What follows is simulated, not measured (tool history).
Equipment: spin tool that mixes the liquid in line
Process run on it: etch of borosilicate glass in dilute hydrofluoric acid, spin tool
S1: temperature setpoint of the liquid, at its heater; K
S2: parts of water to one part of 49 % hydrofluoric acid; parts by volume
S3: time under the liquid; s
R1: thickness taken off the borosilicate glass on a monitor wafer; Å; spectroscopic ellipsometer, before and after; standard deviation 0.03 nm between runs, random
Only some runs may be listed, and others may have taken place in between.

run 1 hour=0 | S1=294.15 S2=195 S3=15 | R1=21.527
run 2 hour=6.6 | S1=295.65 S2=195 S3=15 | R1=22.939
run 3 hour=7.4 | S1=295.65 S2=220 S3=15 | R1=19.613
run 4 hour=11.2 | S1=296.65 S2=205 S3=15 | R1=22.68
run 5 hour=18.3 | S1=296.65 S2=205 S3=15 | R1=22.368
run 6 hour=25.2 | S1=297.65 S2=190 S3=15 | R1=25.528
run 7 hour=34.2 | S1=298.15 S2=180 S3=15 | R1=27.795
run 8 hour=39.1 | S1=298.15 S2=180 S3=15 | R1=27.609
run 9 hour=45.4 | S1=298.65 S2=170 S3=15 | R1=30.245
run 10 hour=51.5 | S1=299.15 S2=165 S3=15 | R1=31.917
run 11 hour=53.6 | S1=299.65 S2=160 S3=15 | R1=33.96
run 12 hour=61.5 | S1=300.15 S2=155 S3=15 | R1=35.29

Estimate the outcome of run 13 from the log above:
run 13 hour=63.3 | S1=300.65 S2=150 S3=15 | R1=?

R1: 37.632 Å
